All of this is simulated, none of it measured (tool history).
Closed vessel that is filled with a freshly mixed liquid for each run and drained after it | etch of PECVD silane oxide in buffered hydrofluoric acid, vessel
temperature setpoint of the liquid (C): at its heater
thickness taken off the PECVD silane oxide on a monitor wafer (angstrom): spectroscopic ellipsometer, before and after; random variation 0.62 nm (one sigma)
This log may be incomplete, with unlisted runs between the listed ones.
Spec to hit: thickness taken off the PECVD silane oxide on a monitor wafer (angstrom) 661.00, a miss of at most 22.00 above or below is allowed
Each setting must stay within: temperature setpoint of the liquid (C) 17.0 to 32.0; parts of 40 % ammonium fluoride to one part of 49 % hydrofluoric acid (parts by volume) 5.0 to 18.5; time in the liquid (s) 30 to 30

run	day	temperature setpoint of the liquid (C)	parts of 40 % ammonium fluoride to one part of 49 % hydrofluoric acid (parts by volume)	time in the liquid (s)	thickness taken off the PECVD silane oxide on a monitor wafer (angstrom)
1	0.000	24.0	11.5	30	577.98
2	0.183	24.5	11.5	30	591.25
3	0.438	25.0	11.5	30	607.62
4	0.675	23.0	11.5	30	542.07
5	0.975	21.5	11.5	30	505.51
6	1.254	22.5	11.5	30	525.57
7	1.492	23.5	11.5	30	554.19
8	1.533	24.5	11.5	30	581.08
9	1.683	25.0	11.5	30	605.80
10	1.921	25.5	11.5	30	625.39

Pick the move, out of 5, that brings all results within their allowed miss; only one does.
A	2.158	26.0	12.0	30	?
B	2.158	28.0	11.5	30	?
C	2.158	25.0	11.5	30	?
D	2.158	23.0	10.5	30	?
E	2.158	26.0	11.0	30	?

move	thickness taken off the PECVD silane oxide on a monitor wafer (angstrom)
A	620.06
B	719.28
C	612.34
D	597.66
E	674.90
A: moves away from the targets compared with the last run
B: moves the result that the last run missed by most past its target, out the other side
C: moves away from the targets compared with the last run
D: moves away from the targets compared with the last run
E: each result inside its tolerance
So the answer is move E, the one that meets all the targets.
